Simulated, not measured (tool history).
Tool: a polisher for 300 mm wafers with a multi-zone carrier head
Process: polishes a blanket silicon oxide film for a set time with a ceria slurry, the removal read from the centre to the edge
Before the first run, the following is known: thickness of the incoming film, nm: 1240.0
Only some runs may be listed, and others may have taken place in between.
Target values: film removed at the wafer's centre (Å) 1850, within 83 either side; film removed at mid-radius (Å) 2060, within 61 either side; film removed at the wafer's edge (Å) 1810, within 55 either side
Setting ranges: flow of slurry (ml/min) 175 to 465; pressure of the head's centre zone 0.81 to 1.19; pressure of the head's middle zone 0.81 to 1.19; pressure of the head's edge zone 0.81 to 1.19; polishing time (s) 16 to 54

run  hour  flow of slurry (ml/min)  pressure of the head's centre zone  pressure of the head's middle zone  pressure of the head's edge zone  polishing time (s)  film removed at the wafer's centre (Å)  film removed at mid-radius (Å)  film removed at the wafer's edge (Å)
  1     0                      295                                   1                                   1                                 1                  35                                  2158.6                          2100.7                                  2073
  2   2.9                      290                                0.98                                1.01                              0.96                  35                                  2189.6                          2087.7                                1992.5
  3   3.7                      285                                0.94                                1.03                              0.95                  35                                  2107.6                          2099.4                                2023.7
  4   4.6                      285                                0.94                                1.08                              0.95                  35                                  2164.2                          2222.9                                1982.9
  5   6.8                      225                                0.94                                1.08                              0.95                  35                                  2061.6                          2131.7                                1969.1
  6  12.5                      265                                0.94                                1.08                              0.95                  35                                  2115.8                          2187.4                                1998.5
  7  16.7                      255                                0.92                                1.09                              0.93                  35                                    2054                          2181.9                                1980.1
  8  25.6                      250                                0.91                                 1.1                              0.91                  35                                  2023.8                          2209.1                                1960.5
  9  33.5                      235                                0.86                                1.06                              0.82                  33                                  1833.1                          2030.9                                1717.9

4 next moves are on the table. One of them brings every result within its allowed miss. Which?
  A  41.4                      240                                0.89                                1.15                              0.81                  30                                       ?                               ?                                     ?
  B  41.4                      270                                0.86                                1.12                              0.91                  32                                       ?                               ?                                     ?
  C  41.4                      225                                0.88                                1.08                              0.81                  32                                       ?                               ?                                     ?
  D  41.4                      320                                0.84                                1.11                              0.83                  31                                       ?                               ?                                     ?

move  film removed at the wafer's centre (Å)  film removed at mid-radius (Å)  film removed at the wafer's edge (Å)
   A                                  1719.3                          1921.8                                1582.6
   B                                  1818.3                          2035.4                                1792.1
   C                                  1810.6                          1959.8                                1682.2
   D                                  1763.8                          1986.7                                1682.2
A: moves away from the targets compared with the last run
B: in spec on every target
C: moves away from the targets compared with the last run
D: moves away from the targets compared with the last run
Move B is the one to make.

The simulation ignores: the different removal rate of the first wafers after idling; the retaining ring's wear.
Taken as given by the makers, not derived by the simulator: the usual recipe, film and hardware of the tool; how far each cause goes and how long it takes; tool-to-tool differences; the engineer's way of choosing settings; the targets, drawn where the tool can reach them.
